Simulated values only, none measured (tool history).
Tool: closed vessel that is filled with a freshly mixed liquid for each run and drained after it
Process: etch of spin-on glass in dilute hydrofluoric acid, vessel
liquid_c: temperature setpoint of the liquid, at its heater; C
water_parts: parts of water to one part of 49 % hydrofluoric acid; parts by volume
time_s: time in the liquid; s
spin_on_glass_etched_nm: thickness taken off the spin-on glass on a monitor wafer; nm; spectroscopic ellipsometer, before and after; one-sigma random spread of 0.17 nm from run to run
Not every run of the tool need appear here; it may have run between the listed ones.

{"run": 1, "hour": 0.0, "liquid_c": 25.0, "water_parts": 95, "time_s": 30, "spin_on_glass_etched_nm": 14.515}
{"run": 2, "hour": 7.2, "liquid_c": 27.5, "water_parts": 95, "time_s": 30, "spin_on_glass_etched_nm": 16.176}
{"run": 3, "hour": 10.1, "liquid_c": 27.5, "water_parts": 130, "time_s": 30, "spin_on_glass_etched_nm": 11.122}
{"run": 4, "hour": 16.5, "liquid_c": 29.5, "water_parts": 110, "time_s": 30, "spin_on_glass_etched_nm": 14.807}
{"run": 5, "hour": 21.4, "liquid_c": 29.5, "water_parts": 110, "time_s": 30, "spin_on_glass_etched_nm": 14.68}
{"run": 6, "hour": 29.9, "liquid_c": 32.5, "water_parts": 110, "time_s": 30, "spin_on_glass_etched_nm": 16.211}

Run 7 comes next. What will it give?
{"run": 7, "hour": 33.7, "liquid_c": 33.0, "water_parts": 70, "time_s": 30, "spin_on_glass_etched_nm": "?"}

spin_on_glass_etched_nm: 27.555 nm
